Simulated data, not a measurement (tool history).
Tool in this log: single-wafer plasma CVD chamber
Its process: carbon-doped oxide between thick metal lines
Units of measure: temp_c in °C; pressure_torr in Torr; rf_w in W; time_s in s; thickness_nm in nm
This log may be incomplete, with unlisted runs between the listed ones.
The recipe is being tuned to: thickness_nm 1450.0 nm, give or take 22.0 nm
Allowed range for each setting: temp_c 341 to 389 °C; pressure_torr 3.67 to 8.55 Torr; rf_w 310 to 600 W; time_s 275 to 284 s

run 1 day=0.000 | temp_c=365 pressure_torr=6.11 rf_w=455 time_s=275 | thickness_nm=1301.6
run 2 day=0.025 | temp_c=365 pressure_torr=5.72 rf_w=455 time_s=275 | thickness_nm=1291.5
run 3 day=0.296 | temp_c=365 pressure_torr=4.71 rf_w=455 time_s=275 | thickness_nm=1257.2
run 4 day=0.471 | temp_c=370 pressure_torr=4.71 rf_w=455 time_s=275 | thickness_nm=1247.6
run 5 day=0.638 | temp_c=368 pressure_torr=5.31 rf_w=465 time_s=275 | thickness_nm=1279.5
run 6 day=0.717 | temp_c=365 pressure_torr=5.70 rf_w=470 time_s=275 | thickness_nm=1308.7
run 7 day=1.033 | temp_c=363 pressure_torr=6.10 rf_w=480 time_s=275 | thickness_nm=1349.2
run 8 day=1.258 | temp_c=361 pressure_torr=6.36 rf_w=485 time_s=275 | thickness_nm=1362.8
run 9 day=1.321 | temp_c=360 pressure_torr=6.62 rf_w=490 time_s=275 | thickness_nm=1375.6
run 10 day=1.354 | temp_c=360 pressure_torr=6.83 rf_w=495 time_s=275 | thickness_nm=1387.9
run 11 day=1.667 | temp_c=359 pressure_torr=6.98 rf_w=500 time_s=275 | thickness_nm=1408.7
run 12 day=2.029 | temp_c=358 pressure_torr=7.10 rf_w=500 time_s=275 | thickness_nm=1405.1

Next run, 4 choices. One meets every target within its allowed miss, the rest don't. Which?
run A day=2.392 | temp_c=345 pressure_torr=6.53 rf_w=525 time_s=279 | thickness_nm=?
run B day=2.392 | temp_c=358 pressure_torr=6.86 rf_w=530 time_s=283 | thickness_nm=?
run C day=2.392 | temp_c=373 pressure_torr=7.30 rf_w=575 time_s=280 | thickness_nm=?
run D day=2.392 | temp_c=361 pressure_torr=5.47 rf_w=550 time_s=276 | thickness_nm=?

move=A thickness_nm=1498.6
move=B thickness_nm=1486.1
move=C thickness_nm=1496.7
move=D thickness_nm=1437.0
A: takes the result that was furthest off past its target
B: takes the result that was furthest off past its target
C: takes the result that was furthest off past its target
D: all results land within tolerance of their targets
D is the move that brings every result within its allowed miss.
